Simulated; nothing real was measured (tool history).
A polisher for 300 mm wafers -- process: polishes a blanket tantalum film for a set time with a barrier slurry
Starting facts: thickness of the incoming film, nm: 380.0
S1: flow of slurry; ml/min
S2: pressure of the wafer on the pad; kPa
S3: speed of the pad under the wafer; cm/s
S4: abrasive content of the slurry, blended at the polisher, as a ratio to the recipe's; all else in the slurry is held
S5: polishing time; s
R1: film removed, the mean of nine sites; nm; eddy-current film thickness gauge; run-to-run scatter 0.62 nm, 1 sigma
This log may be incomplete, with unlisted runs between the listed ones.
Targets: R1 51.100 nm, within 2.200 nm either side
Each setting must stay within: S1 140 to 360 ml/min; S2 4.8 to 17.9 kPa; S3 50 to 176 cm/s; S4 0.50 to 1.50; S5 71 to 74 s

run,hour,S1,S2,S3,S4,S5,R1
1,0.0,230,11.0,112,1.00,71,95.917
2,4.4,230,9.7,110,1.00,71,82.228
3,6.4,265,9.7,110,1.00,71,82.951
4,11.5,235,9.7,110,1.00,71,83.710
5,16.9,235,8.3,108,1.00,71,70.377
6,20.7,235,8.3,108,1.20,71,71.142
7,28.7,235,8.3,108,1.20,71,70.849
8,31.2,235,7.6,108,1.20,71,66.063
9,38.9,235,6.9,108,1.20,71,60.709
10,46.3,235,4.8,108,1.20,71,43.367
11,47.7,235,5.5,108,1.20,71,48.451
12,53.3,235,5.5,108,1.20,71,48.687

Exercise: of the 4 proposed moves below, exactly one satisfies all targets within the stated allowed misses. Which move is it?
A,58.9,190,6.2,96,1.05,71,?
B,58.9,265,6.2,86,1.10,73,?
C,58.9,215,7.6,82,1.35,71,?
D,58.9,160,6.2,98,1.25,72,?

move,R1
A,44.979
B,43.828
C,49.881
D,46.620
A: moves away from the targets compared with the last run
B: moves away from the targets compared with the last run
C: hits every target within its allowed miss
D: moves away from the targets compared with the last run
So the answer is move C, the one that meets all the targets.

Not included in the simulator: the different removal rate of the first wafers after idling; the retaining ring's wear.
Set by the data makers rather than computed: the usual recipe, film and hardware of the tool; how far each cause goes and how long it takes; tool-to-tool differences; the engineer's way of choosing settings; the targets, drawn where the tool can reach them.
